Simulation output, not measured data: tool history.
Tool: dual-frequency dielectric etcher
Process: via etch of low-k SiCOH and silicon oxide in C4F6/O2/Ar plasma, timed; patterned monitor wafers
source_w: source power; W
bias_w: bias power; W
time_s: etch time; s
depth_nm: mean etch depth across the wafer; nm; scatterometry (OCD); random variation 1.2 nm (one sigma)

{"run": 1, "hour": 0.0, "source_w": 470, "bias_w": 236, "time_s": 69.5, "depth_nm": 212.98}
{"run": 2, "hour": 2.6, "source_w": 530, "bias_w": 249, "time_s": 69.5, "depth_nm": 226.94}
{"run": 3, "hour": 6.1, "source_w": 530, "bias_w": 232, "time_s": 69.5, "depth_nm": 217.86}
{"run": 4, "hour": 9.7, "source_w": 560, "bias_w": 250, "time_s": 69.5, "depth_nm": 229.27}
{"run": 5, "hour": 17.9, "source_w": 580, "bias_w": 265, "time_s": 69.5, "depth_nm": 238.47}
{"run": 6, "hour": 24.3, "source_w": 600, "bias_w": 273, "time_s": 69.5, "depth_nm": 244.84}

Forecast run 7:
{"run": 7, "hour": 31.4, "source_w": 600, "bias_w": 273, "time_s": 69.5, "depth_nm": "?"}

Run 7 gave depth_nm 244.95 nm.

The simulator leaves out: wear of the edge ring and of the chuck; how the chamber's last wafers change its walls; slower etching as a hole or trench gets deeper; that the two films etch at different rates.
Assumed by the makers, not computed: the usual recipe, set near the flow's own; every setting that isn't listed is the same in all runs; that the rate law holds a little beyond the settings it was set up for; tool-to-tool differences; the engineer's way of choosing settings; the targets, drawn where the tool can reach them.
